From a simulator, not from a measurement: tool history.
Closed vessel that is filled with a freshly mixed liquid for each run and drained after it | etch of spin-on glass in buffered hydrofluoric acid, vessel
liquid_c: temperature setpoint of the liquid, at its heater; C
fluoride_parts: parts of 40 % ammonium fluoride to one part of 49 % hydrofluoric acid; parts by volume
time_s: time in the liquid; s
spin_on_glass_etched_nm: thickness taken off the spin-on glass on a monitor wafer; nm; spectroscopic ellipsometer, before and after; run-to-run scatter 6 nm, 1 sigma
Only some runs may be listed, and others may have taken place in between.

run 1 hour=0 | liquid_c=23 fluoride_parts=13.5 time_s=100 | spin_on_glass_etched_nm=312.73
run 2 hour=6.2 | liquid_c=23 fluoride_parts=13.5 time_s=100 | spin_on_glass_etched_nm=311.74
run 3 hour=12 | liquid_c=25 fluoride_parts=12.5 time_s=100 | spin_on_glass_etched_nm=375.51
run 4 hour=19.4 | liquid_c=26.5 fluoride_parts=11.5 time_s=100 | spin_on_glass_etched_nm=437.73
run 5 hour=28.3 | liquid_c=26.5 fluoride_parts=9 time_s=100 | spin_on_glass_etched_nm=536.25
run 6 hour=32.4 | liquid_c=28.5 fluoride_parts=9 time_s=100 | spin_on_glass_etched_nm=602.79

Run 7, settings as shown, results not yet in. Your forecast:
run 7 hour=34.4 | liquid_c=29 fluoride_parts=9 time_s=100 | spin_on_glass_etched_nm=?

For run 7 the tool returned spin_on_glass_etched_nm 622.75 nm.
